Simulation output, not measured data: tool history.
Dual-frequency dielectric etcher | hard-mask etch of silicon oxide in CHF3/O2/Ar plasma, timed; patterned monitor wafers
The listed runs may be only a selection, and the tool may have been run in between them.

run,day,source power (W),bias power (W),etch time (s),mean etch depth across the wafer (angstrom)
1,0.000,720,150,20.5,410.82
2,0.125,640,141,20.5,383.00
3,0.162,590,137,20.5,363.20
4,0.521,560,136,20.5,356.88
5,0.842,560,136,21.5,376.45
# day 1.142: source power generator calibrated
6,1.142,530,132,21.5,369.19
7,1.279,500,128,21.5,358.56
8,1.479,430,112,21.5,320.68
9,1.721,440,112,21.5,321.97
10,1.821,440,112,21.5,321.62

For run 11, what comes out?
11,2.096,500,115,21.5,?

{"run 11": {"mean etch depth across the wafer (angstrom)": 342.24}}

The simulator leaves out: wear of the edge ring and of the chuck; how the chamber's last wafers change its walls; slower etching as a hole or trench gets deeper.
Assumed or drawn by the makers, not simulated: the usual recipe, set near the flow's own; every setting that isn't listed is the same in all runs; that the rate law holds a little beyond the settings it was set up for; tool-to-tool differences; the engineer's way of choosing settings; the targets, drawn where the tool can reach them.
